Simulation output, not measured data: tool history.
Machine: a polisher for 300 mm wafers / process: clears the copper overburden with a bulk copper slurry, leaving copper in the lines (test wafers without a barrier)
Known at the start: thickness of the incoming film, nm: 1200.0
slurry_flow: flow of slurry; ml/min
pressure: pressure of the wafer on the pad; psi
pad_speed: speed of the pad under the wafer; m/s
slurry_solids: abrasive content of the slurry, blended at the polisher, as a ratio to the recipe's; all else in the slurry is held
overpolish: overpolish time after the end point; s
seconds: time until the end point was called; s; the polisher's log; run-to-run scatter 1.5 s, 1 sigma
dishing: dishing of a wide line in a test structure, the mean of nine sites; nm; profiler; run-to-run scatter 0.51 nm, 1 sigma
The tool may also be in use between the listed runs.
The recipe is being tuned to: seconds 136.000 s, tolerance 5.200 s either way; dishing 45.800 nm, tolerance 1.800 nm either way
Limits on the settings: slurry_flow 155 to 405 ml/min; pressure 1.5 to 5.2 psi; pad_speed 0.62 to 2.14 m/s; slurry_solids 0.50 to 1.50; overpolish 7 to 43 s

Run 1, day 0.000: slurry_flow 260 ml/min, pressure 3.3 psi, pad_speed 1.38 m/s, slurry_solids 1.00, overpolish 22 s. Result: seconds 95.149 s, dishing 115.980 nm.
Run 2, day 0.250: slurry_flow 260 ml/min, pressure 3.8 psi, pad_speed 1.38 m/s, slurry_solids 1.00, overpolish 22 s. Result: seconds 82.302 s, dishing 121.810 nm.
Run 3, day 0.312: slurry_flow 265 ml/min, pressure 3.1 psi, pad_speed 1.34 m/s, slurry_solids 1.05, overpolish 17 s. Result: seconds 103.530 s, dishing 97.033 nm.
Run 4, day 0.446: slurry_flow 310 ml/min, pressure 2.6 psi, pad_speed 1.32 m/s, slurry_solids 1.20, overpolish 14 s. Result: seconds 117.230 s, dishing 79.101 nm.
Run 5, day 0.479: slurry_flow 310 ml/min, pressure 2.6 psi, pad_speed 1.32 m/s, slurry_solids 1.30, overpolish 14 s. Result: seconds 117.720 s, dishing 79.798 nm.
Run 6, day 0.521: slurry_flow 310 ml/min, pressure 2.6 psi, pad_speed 1.32 m/s, slurry_solids 1.30, overpolish 21 s. Result: seconds 114.230 s, dishing 100.200 nm.
Run 7, day 0.858: slurry_flow 340 ml/min, pressure 2.3 psi, pad_speed 1.40 m/s, slurry_solids 1.05, overpolish 17 s. Result: seconds 124.970 s, dishing 82.598 nm.
Run 8, day 1.171: slurry_flow 405 ml/min, pressure 1.5 psi, pad_speed 1.76 m/s, slurry_solids 0.80, overpolish 7 s. Result: seconds 164.640 s, dishing 34.971 nm.
At day 1.433: slurry blender recalibrated.
Run 9, day 1.433: slurry_flow 370 ml/min, pressure 1.6 psi, pad_speed 1.78 m/s, slurry_solids 0.80, overpolish 7 s. Result: seconds 149.150 s, dishing 37.156 nm.
Run 10, day 1.788: slurry_flow 345 ml/min, pressure 1.7 psi, pad_speed 1.74 m/s, slurry_solids 0.85, overpolish 7 s. Result: seconds 141.470 s, dishing 39.601 nm.
Run 11, day 2.142: slurry_flow 335 ml/min, pressure 1.7 psi, pad_speed 1.70 m/s, slurry_solids 0.90, overpolish 7 s. Result: seconds 142.320 s, dishing 38.836 nm.
Run 12, day 2.188: slurry_flow 335 ml/min, pressure 1.7 psi, pad_speed 1.70 m/s, slurry_solids 0.90, overpolish 7 s. Result: seconds 143.620 s, dishing 38.821 nm.

Which of these 5 next moves meets every target?
Run A, day 2.233: slurry_flow 315 ml/min, pressure 1.6 psi, pad_speed 1.64 m/s, slurry_solids 0.90, overpolish 7 s. Result: seconds ?, dishing ?.
Run B, day 2.233: slurry_flow 350 ml/min, pressure 1.9 psi, pad_speed 1.58 m/s, slurry_solids 0.65, overpolish 10 s. Result: seconds ?, dishing ?.
Run C, day 2.233: slurry_flow 355 ml/min, pressure 2.0 psi, pad_speed 1.36 m/s, slurry_solids 0.90, overpolish 9 s. Result: seconds ?, dishing ?.
Run D, day 2.233: slurry_flow 280 ml/min, pressure 1.8 psi, pad_speed 1.74 m/s, slurry_solids 0.95, overpolish 7 s. Result: seconds ?, dishing ?.
Run E, day 2.233: slurry_flow 335 ml/min, pressure 1.9 psi, pad_speed 1.66 m/s, slurry_solids 0.75, overpolish 8 s. Result: seconds ?, dishing ?.

move  seconds  dishing
   A  155.920   36.339
   B  143.910   51.903
   C  146.310   47.479
   D  132.770   41.725
   E  134.980   45.950
A: its largest miss is bigger than the last run's
B: the result that was furthest off in the last run now lies on the other side of its target
C: brings the last run's worst result on target, with another outside its allowed miss
D: nearer than the last run, and not there yet
E: hits every target within its allowed miss
The move that meets every target is E.

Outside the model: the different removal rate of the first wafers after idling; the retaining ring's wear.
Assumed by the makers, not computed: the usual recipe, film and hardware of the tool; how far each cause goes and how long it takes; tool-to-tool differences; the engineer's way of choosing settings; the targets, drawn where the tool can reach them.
